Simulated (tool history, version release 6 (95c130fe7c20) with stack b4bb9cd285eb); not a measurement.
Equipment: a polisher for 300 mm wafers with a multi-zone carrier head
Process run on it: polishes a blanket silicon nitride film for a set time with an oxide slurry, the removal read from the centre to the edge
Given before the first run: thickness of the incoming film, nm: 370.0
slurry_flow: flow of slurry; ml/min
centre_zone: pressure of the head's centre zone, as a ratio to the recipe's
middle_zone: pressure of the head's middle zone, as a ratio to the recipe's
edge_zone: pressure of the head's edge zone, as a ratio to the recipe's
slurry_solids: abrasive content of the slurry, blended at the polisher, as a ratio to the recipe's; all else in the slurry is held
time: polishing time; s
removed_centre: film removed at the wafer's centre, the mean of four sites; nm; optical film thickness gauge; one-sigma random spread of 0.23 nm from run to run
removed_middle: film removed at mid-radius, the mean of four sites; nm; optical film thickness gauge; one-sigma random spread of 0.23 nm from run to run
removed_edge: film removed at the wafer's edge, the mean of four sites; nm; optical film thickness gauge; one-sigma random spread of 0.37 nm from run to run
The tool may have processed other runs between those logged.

run	hour	slurry_flow	centre_zone	middle_zone	edge_zone	slurry_solids	time	removed_centre	removed_middle	removed_edge
1	0	240	1	1	1	1	54	41.556	41.069	42.317
2	4.3	265	1	1	1	1	54	43.176	42.448	43.367
3	12.2	235	1	1	1	1	54	41.415	40.749	41.844
4	18.6	235	0.94	1	1	1	54	39.27	41.805	41.904
5	26	235	1	1	1	1	54	41.81	41.729	41.983
6	33.9	235	1	1.08	1	1	54	42.164	43.857	41.973
7	38.8	225	0.98	1.06	0.99	0.95	54	39.747	41.895	40.772
8	44.4	220	0.96	1.05	0.97	0.9	54	37.555	40.732	39.448
9	52.2	215	0.95	1.04	0.96	0.85	54	36.395	38.674	37.469
10	53.9	210	0.93	1.03	0.96	0.8	54	34.267	37.712	37.025
11	55	205	0.92	1.02	0.95	0.75	54	32.016	35.504	35.396
12	61.1	200	0.91	1.01	0.93	0.75	54	31.707	34.909	34.802
13	67.5	200	0.91	1.01	0.93	0.75	54	31.795	35.256	34.262
14	71.2	195	0.9	1	0.92	0.75	54	31.504	35.154	33.672
15	74.8	170	0.81	0.91	0.94	0.5	54	22.206	25.457	27.785
16	80.3	185	0.81	0.92	0.94	0.5	54	22.896	26.238	29.123
17	81.4	255	0.88	1.02	0.84	0.5	52	26.188	30.143	26.58
18	84.1	250	0.88	1.02	0.86	0.5	52	26.066	29.72	28.469
19	85.7	250	0.88	1.02	0.86	0.5	52	26.567	29.773	28.28
20	91.9	250	0.88	1.02	0.87	0.5	52	26.03	29.483	27.415

For run 21, what comes out?
21	94.5	235	0.81	0.93	0.94	0.7	52	?	?	?

For run 21 the tool returned removed_centre 28.141 nm, removed_middle 31.815 nm, removed_edge 33.672 nm.

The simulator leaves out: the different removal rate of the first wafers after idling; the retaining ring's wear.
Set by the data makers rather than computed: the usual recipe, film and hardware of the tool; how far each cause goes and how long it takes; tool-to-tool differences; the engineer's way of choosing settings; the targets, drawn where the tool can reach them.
